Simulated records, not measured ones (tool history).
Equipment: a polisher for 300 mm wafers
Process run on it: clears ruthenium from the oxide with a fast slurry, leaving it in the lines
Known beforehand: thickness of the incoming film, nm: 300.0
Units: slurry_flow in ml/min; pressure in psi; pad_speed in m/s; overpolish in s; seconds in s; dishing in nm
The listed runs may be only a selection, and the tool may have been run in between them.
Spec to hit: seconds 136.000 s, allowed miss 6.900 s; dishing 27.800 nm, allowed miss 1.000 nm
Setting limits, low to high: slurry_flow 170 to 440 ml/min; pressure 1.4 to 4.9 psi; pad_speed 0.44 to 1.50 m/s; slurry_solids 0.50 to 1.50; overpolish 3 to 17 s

{"run": 1, "hour": 0.0, "slurry_flow": 280, "pressure": 3.1, "pad_speed": 0.96, "slurry_solids": 1.0, "overpolish": 9, "seconds": 94.012, "dishing": 24.672}
{"run": 2, "hour": 6.6, "slurry_flow": 280, "pressure": 3.8, "pad_speed": 0.96, "slurry_solids": 1.0, "overpolish": 9, "seconds": 76.78, "dishing": 29.423}
{"run": 3, "hour": 11.8, "slurry_flow": 230, "pressure": 3.8, "pad_speed": 0.96, "slurry_solids": 1.0, "overpolish": 9, "seconds": 78.055, "dishing": 29.432}
{"run": 4, "hour": 17.1, "slurry_flow": 230, "pressure": 3.5, "pad_speed": 0.96, "slurry_solids": 1.0, "overpolish": 10, "seconds": 84.184, "dishing": 29.267}
{"run": 5, "hour": 25.4, "slurry_flow": 230, "pressure": 3.5, "pad_speed": 0.82, "slurry_solids": 1.0, "overpolish": 10, "seconds": 97.595, "dishing": 25.886}
{"run": 6, "hour": 31.0, "slurry_flow": 230, "pressure": 3.5, "pad_speed": 0.82, "slurry_solids": 0.8, "overpolish": 10, "seconds": 119.83, "dishing": 21.701}
{"run": 7, "hour": 33.6, "slurry_flow": 230, "pressure": 3.5, "pad_speed": 0.82, "slurry_solids": 0.8, "overpolish": 10, "seconds": 119.83, "dishing": 21.409}
{"run": 8, "hour": 35.0, "slurry_flow": 230, "pressure": 3.4, "pad_speed": 0.82, "slurry_solids": 0.8, "overpolish": 11, "seconds": 122.63, "dishing": 23.006}
{"run": 9, "hour": 38.1, "slurry_flow": 230, "pressure": 3.4, "pad_speed": 0.82, "slurry_solids": 0.8, "overpolish": 11, "seconds": 123.75, "dishing": 23.447}
{"hour": 45.8, "done": "slurry blender recalibrated"}
{"run": 10, "hour": 45.8, "slurry_flow": 230, "pressure": 3.3, "pad_speed": 0.82, "slurry_solids": 0.8, "overpolish": 12, "seconds": 101.03, "dishing": 29.209}

Next run, 5 choices. One meets every target within its allowed miss, the rest don't. Which?
{"run": "A", "hour": 53.5, "slurry_flow": 245, "pressure": 3.1, "pad_speed": 0.7, "slurry_solids": 0.75, "overpolish": 14, "seconds": "?", "dishing": "?"}
{"run": "B", "hour": 53.5, "slurry_flow": 225, "pressure": 3.0, "pad_speed": 0.72, "slurry_solids": 0.75, "overpolish": 16, "seconds": "?", "dishing": "?"}
{"run": "C", "hour": 53.5, "slurry_flow": 240, "pressure": 3.3, "pad_speed": 0.74, "slurry_solids": 0.6, "overpolish": 17, "seconds": "?", "dishing": "?"}
{"run": "D", "hour": 53.5, "slurry_flow": 195, "pressure": 3.6, "pad_speed": 0.8, "slurry_solids": 0.6, "overpolish": 16, "seconds": "?", "dishing": "?"}
{"run": "E", "hour": 53.5, "slurry_flow": 185, "pressure": 3.1, "pad_speed": 0.68, "slurry_solids": 0.8, "overpolish": 15, "seconds": "?", "dishing": "?"}

move=A seconds=132.160 dishing=26.519
move=B seconds=133.870 dishing=29.662
move=C seconds=153.860 dishing=27.579
move=D seconds=133.900 dishing=29.655
move=E seconds=131.550 dishing=28.397
A: meets the target for the result that was furthest off, but another lies outside its allowed miss
B: meets the target for the result that was furthest off, but another lies outside its allowed miss
C: takes the biggest miss from the last run beyond its target
D: meets the target for the result that was furthest off, but another lies outside its allowed miss
E: all results land within tolerance of their targets
E is the move that brings every result within its allowed miss.
